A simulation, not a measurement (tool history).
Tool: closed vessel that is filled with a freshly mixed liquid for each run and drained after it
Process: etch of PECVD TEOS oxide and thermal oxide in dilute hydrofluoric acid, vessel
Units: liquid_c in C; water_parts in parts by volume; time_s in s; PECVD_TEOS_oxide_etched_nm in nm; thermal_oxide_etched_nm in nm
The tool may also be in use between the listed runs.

run	hour	liquid_c	water_parts	time_s	PECVD_TEOS_oxide_etched_nm	thermal_oxide_etched_nm
1	0.0	21.0	75	270	42.153	14.4230
2	7.2	21.0	100	270	30.713	10.3910
3	10.4	21.0	100	230	26.147	8.8762
4	11.6	18.5	100	230	23.640	8.0252
# hour 13.2: hydrofluoric acid flow meter replaced
5	13.2	17.0	100	230	23.637	7.9867
6	19.0	19.0	90	230	28.854	9.7158
7	27.7	20.5	80	230	34.860	11.7440
8	32.3	22.0	75	230	39.364	13.5790

The next listed run, before its measurement:
9	41.6	23.0	70	230	?	?

{"run 9": {"PECVD_TEOS_oxide_etched_nm": 45.056, "thermal_oxide_etched_nm": 15.2}}
